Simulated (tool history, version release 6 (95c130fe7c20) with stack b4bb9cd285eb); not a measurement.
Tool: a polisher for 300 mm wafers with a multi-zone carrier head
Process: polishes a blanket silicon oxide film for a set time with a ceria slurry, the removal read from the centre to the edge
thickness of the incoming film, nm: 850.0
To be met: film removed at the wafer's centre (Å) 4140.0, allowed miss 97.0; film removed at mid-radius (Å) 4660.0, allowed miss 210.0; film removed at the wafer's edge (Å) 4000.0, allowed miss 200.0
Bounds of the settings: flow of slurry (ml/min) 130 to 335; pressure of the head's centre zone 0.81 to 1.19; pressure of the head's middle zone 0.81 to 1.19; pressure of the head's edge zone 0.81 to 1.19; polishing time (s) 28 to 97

| run | hour | flow of slurry (ml/min) | pressure of the head's centre zone | pressure of the head's middle zone | pressure of the head's edge zone | polishing time (s) | film removed at the wafer's centre (Å) | film removed at mid-radius (Å) | film removed at the wafer's edge (Å) |
|---|---|---|---|---|---|---|---|---|---|
| 1 | 0.0 | 215 | 1.00 | 1.00 | 1.00 | 62 | 3295.5 | 3293.5 | 3243.8 |
| 2 | 8.6 | 220 | 1.00 | 1.02 | 1.01 | 63 | 3360.0 | 3401.8 | 3410.7 |
| 3 | 12.2 | 220 | 1.00 | 1.02 | 1.01 | 51 | 2722.6 | 2800.6 | 2727.2 |
| 4 | 13.3 | 250 | 1.00 | 1.02 | 1.01 | 51 | 2756.1 | 2794.5 | 2710.6 |
| 5 | 17.4 | 245 | 1.00 | 1.04 | 1.00 | 54 | 2920.3 | 3092.2 | 2821.7 |
| 6 | 23.5 | 245 | 1.05 | 1.04 | 1.00 | 54 | 3075.8 | 2962.0 | 2878.9 |
| 7 | 27.6 | 245 | 1.05 | 1.06 | 1.00 | 56 | 3171.3 | 3099.3 | 2968.1 |
| 8 | 30.4 | 245 | 1.05 | 1.07 | 1.00 | 58 | 3299.1 | 3310.3 | 3140.0 |
| 9 | 35.2 | 245 | 1.05 | 1.08 | 1.00 | 59 | 3349.3 | 3416.3 | 3145.4 |
| 10 | 37.9 | 245 | 1.05 | 1.09 | 1.01 | 60 | 3391.9 | 3463.5 | 3119.1 |
| 11 | 38.4 | 240 | 1.04 | 1.09 | 1.01 | 62 | 3495.8 | 3601.7 | 3285.0 |
| 12 | 46.0 | 240 | 1.04 | 1.10 | 1.02 | 63 | 3550.6 | 3687.4 | 3415.7 |
| 13 | 49.6 | 240 | 1.04 | 1.11 | 1.02 | 64 | 3593.1 | 3810.2 | 3461.7 |

Which of these 5 next moves meets every target?
| A | 53.2 | 265 | 1.03 | 1.13 | 0.96 | 77 | ? | ? | ? |
| B | 53.2 | 255 | 1.14 | 1.14 | 0.96 | 70 | ? | ? | ? |
| C | 53.2 | 255 | 1.03 | 1.14 | 1.05 | 71 | ? | ? | ? |
| D | 53.2 | 205 | 0.97 | 1.16 | 1.10 | 84 | ? | ? | ? |
| E | 53.2 | 295 | 0.97 | 1.11 | 0.91 | 78 | ? | ? | ? |

| move | film removed at the wafer's centre (Å) | film removed at mid-radius (Å) | film removed at the wafer's edge (Å) |
|---|---|---|---|
| A | 4264.6 | 4507.7 | 3942.4 |
| B | 4279.5 | 4113.9 | 3575.1 |
| C | 3919.0 | 4174.5 | 3786.9 |
| D | 4276.7 | 4923.5 | 4521.9 |
| E | 4104.2 | 4536.7 | 3921.2 |
A: takes the result that was furthest off past its target
B: takes the result that was furthest off past its target
C: nearer than the last run, and not there yet
D: takes the result that was furthest off past its target
E: meets every target
The right move is E.
